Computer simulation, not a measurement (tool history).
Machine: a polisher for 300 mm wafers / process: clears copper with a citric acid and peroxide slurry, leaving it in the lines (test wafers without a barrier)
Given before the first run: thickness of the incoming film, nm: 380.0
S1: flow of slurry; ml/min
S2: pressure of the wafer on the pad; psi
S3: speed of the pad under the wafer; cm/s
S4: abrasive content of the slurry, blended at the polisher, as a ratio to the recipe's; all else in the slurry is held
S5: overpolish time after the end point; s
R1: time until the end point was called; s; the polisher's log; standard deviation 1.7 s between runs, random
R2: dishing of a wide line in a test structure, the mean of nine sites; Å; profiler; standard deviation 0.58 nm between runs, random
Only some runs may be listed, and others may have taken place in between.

run 1 hour=0 | S1=140 S2=4.1 S3=122 S4=1 S5=17 | R1=83.892 R2=509.38
run 2 hour=5.2 | S1=140 S2=4.1 S3=122 S4=0.85 S5=17 | R1=88.074 R2=499.49
run 3 hour=7 | S1=140 S2=4.1 S3=122 S4=0.7 S5=17 | R1=89.523 R2=484.08
run 4 hour=13.3 | S1=140 S2=4 S3=122 S4=0.7 S5=15 | R1=96.95 R2=425.39
run 5 hour=19.4 | S1=145 S2=4 S3=122 S4=0.7 S5=13 | R1=91.646 R2=372.92
run 6 hour=28.3 | S1=145 S2=4 S3=122 S4=0.7 S5=20 | R1=94.694 R2=543.46
run 7 hour=30.9 | S1=145 S2=4 S3=122 S4=0.7 S5=20 | R1=95.45 R2=543.9
run 8 hour=31.5 | S1=145 S2=3.9 S3=122 S4=0.7 S5=18 | R1=96.887 R2=488.8

Estimate the outcome of run 9 from the log above:
run 9 hour=34.7 | S1=145 S2=3.9 S3=120 S4=0.7 S5=16 | R1=? R2=?

R1: 95.61 s
R2: 432.28 Å
